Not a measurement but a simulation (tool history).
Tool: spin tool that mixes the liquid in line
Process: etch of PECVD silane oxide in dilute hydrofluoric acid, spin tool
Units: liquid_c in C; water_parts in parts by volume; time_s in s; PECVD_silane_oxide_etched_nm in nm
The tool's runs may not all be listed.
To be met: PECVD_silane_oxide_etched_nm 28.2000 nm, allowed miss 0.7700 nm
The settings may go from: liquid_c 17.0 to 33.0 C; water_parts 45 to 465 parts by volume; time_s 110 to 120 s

{"run": 1, "hour": 0.0, "liquid_c": 25.0, "water_parts": 255, "time_s": 110, "PECVD_silane_oxide_etched_nm": 10.709}
{"run": 2, "hour": 1.0, "liquid_c": 27.5, "water_parts": 255, "time_s": 110, "PECVD_silane_oxide_etched_nm": 11.566}
{"run": 3, "hour": 9.6, "liquid_c": 31.0, "water_parts": 255, "time_s": 110, "PECVD_silane_oxide_etched_nm": 13.35}
{"run": 4, "hour": 13.0, "liquid_c": 31.0, "water_parts": 295, "time_s": 110, "PECVD_silane_oxide_etched_nm": 10.797}
{"run": 5, "hour": 19.9, "liquid_c": 31.0, "water_parts": 350, "time_s": 110, "PECVD_silane_oxide_etched_nm": 8.6359}
{"run": 6, "hour": 20.7, "liquid_c": 31.5, "water_parts": 285, "time_s": 110, "PECVD_silane_oxide_etched_nm": 11.498}
{"run": 7, "hour": 29.5, "liquid_c": 32.0, "water_parts": 235, "time_s": 110, "PECVD_silane_oxide_etched_nm": 15.129}
{"run": 8, "hour": 38.3, "liquid_c": 32.0, "water_parts": 205, "time_s": 110, "PECVD_silane_oxide_etched_nm": 18.232}
{"run": 9, "hour": 43.7, "liquid_c": 32.0, "water_parts": 185, "time_s": 110, "PECVD_silane_oxide_etched_nm": 20.535}
{"run": 10, "hour": 51.3, "liquid_c": 32.0, "water_parts": 170, "time_s": 110, "PECVD_silane_oxide_etched_nm": 22.654}
{"run": 11, "hour": 55.9, "liquid_c": 32.0, "water_parts": 160, "time_s": 110, "PECVD_silane_oxide_etched_nm": 24.618}
{"run": 12, "hour": 62.4, "liquid_c": 32.0, "water_parts": 155, "time_s": 110, "PECVD_silane_oxide_etched_nm": 25.628}
{"run": 13, "hour": 64.6, "liquid_c": 32.0, "water_parts": 150, "time_s": 110, "PECVD_silane_oxide_etched_nm": 26.408}

Which of these 5 next moves meets every target?
{"run": "A", "hour": 66.8, "liquid_c": 31.0, "water_parts": 165, "time_s": 120, "PECVD_silane_oxide_etched_nm": "?"}
{"run": "B", "hour": 66.8, "liquid_c": 33.0, "water_parts": 170, "time_s": 110, "PECVD_silane_oxide_etched_nm": "?"}
{"run": "C", "hour": 66.8, "liquid_c": 33.0, "water_parts": 160, "time_s": 110, "PECVD_silane_oxide_etched_nm": "?"}
{"run": "D", "hour": 66.8, "liquid_c": 31.0, "water_parts": 150, "time_s": 120, "PECVD_silane_oxide_etched_nm": "?"}
{"run": "E", "hour": 66.8, "liquid_c": 33.0, "water_parts": 150, "time_s": 120, "PECVD_silane_oxide_etched_nm": "?"}

move=A PECVD_silane_oxide_etched_nm=25.0490
move=B PECVD_silane_oxide_etched_nm=23.7280
move=C PECVD_silane_oxide_etched_nm=25.5590
move=D PECVD_silane_oxide_etched_nm=28.1070
move=E PECVD_silane_oxide_etched_nm=30.1580
A: further off than the last run
B: further off than the last run
C: further off than the last run
D: meets every target
E: takes the result that was furthest off past its target
The right move is D.
